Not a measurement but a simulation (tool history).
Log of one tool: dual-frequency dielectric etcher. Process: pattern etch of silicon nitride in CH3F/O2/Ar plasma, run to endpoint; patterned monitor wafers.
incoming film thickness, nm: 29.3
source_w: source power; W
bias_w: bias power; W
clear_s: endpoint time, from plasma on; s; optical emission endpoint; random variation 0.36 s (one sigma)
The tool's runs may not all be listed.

run,day,source_w,bias_w,clear_s
1,0.000,500,67,40.913
2,0.300,440,61,44.101
3,0.446,400,61,45.506
4,0.717,400,66,43.617
5,0.779,480,66,41.753
6,0.971,480,56,44.349
7,1.050,440,53,47.566
8,1.150,410,52,48.316

Run 9 comes next. What will it give?
9,1.388,390,51,?

{"run 9": {"clear_s": 50.218}}

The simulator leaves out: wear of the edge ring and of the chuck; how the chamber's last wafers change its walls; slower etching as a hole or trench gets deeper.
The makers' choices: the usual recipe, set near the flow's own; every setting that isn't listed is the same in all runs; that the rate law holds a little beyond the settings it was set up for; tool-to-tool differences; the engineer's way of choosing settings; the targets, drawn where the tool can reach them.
